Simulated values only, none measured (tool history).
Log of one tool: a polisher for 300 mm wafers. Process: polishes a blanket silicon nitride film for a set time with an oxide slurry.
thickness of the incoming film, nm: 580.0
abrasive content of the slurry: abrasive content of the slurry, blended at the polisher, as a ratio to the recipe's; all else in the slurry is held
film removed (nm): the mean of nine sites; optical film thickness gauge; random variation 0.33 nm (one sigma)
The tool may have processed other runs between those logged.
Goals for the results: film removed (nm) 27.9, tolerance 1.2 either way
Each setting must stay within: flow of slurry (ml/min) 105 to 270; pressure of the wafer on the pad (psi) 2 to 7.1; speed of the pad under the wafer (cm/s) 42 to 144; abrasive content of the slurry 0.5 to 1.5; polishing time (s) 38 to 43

run	hour	flow of slurry (ml/min)	pressure of the wafer on the pad (psi)	speed of the pad under the wafer (cm/s)	abrasive content of the slurry	polishing time (s)	film removed (nm)
1	0	175	4.5	92	1	43	34.476
2	5.8	175	4.4	92	1	43	33.132
3	9.8	175	5.2	92	1	43	38.404
4	16	135	5.2	92	1	43	35.839
5	24.8	135	5.2	92	1	43	36.304
6	26.7	135	5.2	92	1.15	43	39.161
7	31.5	135	5	92	1.15	43	38.072
8	34.3	135	5	92	1.15	43	37.233
9	38.2	135	4.8	92	1.15	43	36.808
10	39.5	135	4.6	92	1.15	43	36.573
11	43.2	135	4.3	92	1.15	43	34.781
12	48	135	4.1	92	1.15	43	32.426
13	52.4	135	4	92	1.15	43	31.949
14	59	135	3.9	92	1.15	43	31.155
15	66.8	135	3.8	92	1.15	43	30.592
16	71	135	3.7	92	1.15	43	29.829
17	78.6	130	3.6	92	1.15	43	29.554

Which one of the following 4 next-run settings gets every result inside its allowed miss? There is exactly one.
A	86.2	120	4.2	122	1	39	?
B	86.2	130	3.4	92	1.15	40	?
C	86.2	155	4.2	86	1.2	39	?
D	86.2	145	4.1	88	1.15	38	?

move	film removed (nm)
A	32.381
B	25.594
C	29.861
D	28.012
A: lands further from the targets than the last run did
B: takes the biggest miss from the last run beyond its target
C: lands further from the targets than the last run did
D: every result within its allowed miss
Go with D: it meets all targets.
